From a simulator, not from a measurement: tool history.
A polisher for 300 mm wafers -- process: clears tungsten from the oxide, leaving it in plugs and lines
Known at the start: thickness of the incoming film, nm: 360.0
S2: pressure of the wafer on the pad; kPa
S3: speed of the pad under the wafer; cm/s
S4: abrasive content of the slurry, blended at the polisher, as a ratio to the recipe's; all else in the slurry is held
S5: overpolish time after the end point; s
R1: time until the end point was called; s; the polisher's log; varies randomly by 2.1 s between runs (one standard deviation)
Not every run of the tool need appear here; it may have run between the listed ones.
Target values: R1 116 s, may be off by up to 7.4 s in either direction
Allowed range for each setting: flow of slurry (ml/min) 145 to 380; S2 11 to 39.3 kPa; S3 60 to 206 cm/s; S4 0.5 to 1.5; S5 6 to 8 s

run 1 day=0 | flow_of_slurry_(ml/min)=245 S2=24.8 S3=132 S4=1 S5=8 | R1=61.805
run 2 day=0.25 | flow_of_slurry_(ml/min)=245 S2=22.1 S3=128 S4=1 S5=8 | R1=71.306
run 3 day=0.304 | flow_of_slurry_(ml/min)=245 S2=26.9 S3=128 S4=1 S5=8 | R1=62.478
run 4 day=0.542 | flow_of_slurry_(ml/min)=245 S2=26.9 S3=128 S4=1 S5=8 | R1=60.404
run 5 day=0.742 | flow_of_slurry_(ml/min)=245 S2=24.1 S3=124 S4=1 S5=8 | R1=70.15
run 6 day=0.875 | flow_of_slurry_(ml/min)=245 S2=22.1 S3=122 S4=1 S5=8 | R1=76.667
run 7 day=1.029 | flow_of_slurry_(ml/min)=245 S2=20 S3=120 S4=1 S5=8 | R1=82.698
run 8 day=1.367 | flow_of_slurry_(ml/min)=245 S2=18.6 S3=118 S4=1 S5=8 | R1=91.261
-- day=1.571 slurry blender recalibrated
run 9 day=1.571 | flow_of_slurry_(ml/min)=245 S2=17.2 S3=118 S4=1 S5=8 | R1=91.685
run 10 day=1.925 | flow_of_slurry_(ml/min)=245 S2=15.9 S3=116 S4=1 S5=8 | R1=100.86
run 11 day=2.033 | flow_of_slurry_(ml/min)=245 S2=15.2 S3=116 S4=1 S5=8 | R1=105.09

Which one of the following 4 next-run settings gets every result inside its allowed miss? There is exactly one.
run A day=2.142 | flow_of_slurry_(ml/min)=235 S2=17.2 S3=114 S4=0.9 S5=8 | R1=?
run B day=2.142 | flow_of_slurry_(ml/min)=270 S2=14.5 S3=104 S4=1.1 S5=8 | R1=?
run C day=2.142 | flow_of_slurry_(ml/min)=215 S2=15.9 S3=136 S4=0.9 S5=6 | R1=?
run D day=2.142 | flow_of_slurry_(ml/min)=190 S2=16.5 S3=136 S4=1.05 S5=6 | R1=?

move=A R1=98.519
move=B R1=116.12
move=C R1=89.96
move=D R1=85.219
A: the biggest miss grows against the last run
B: hits every target within its allowed miss
C: the biggest miss grows against the last run
D: the biggest miss grows against the last run
Move B is the one to make.
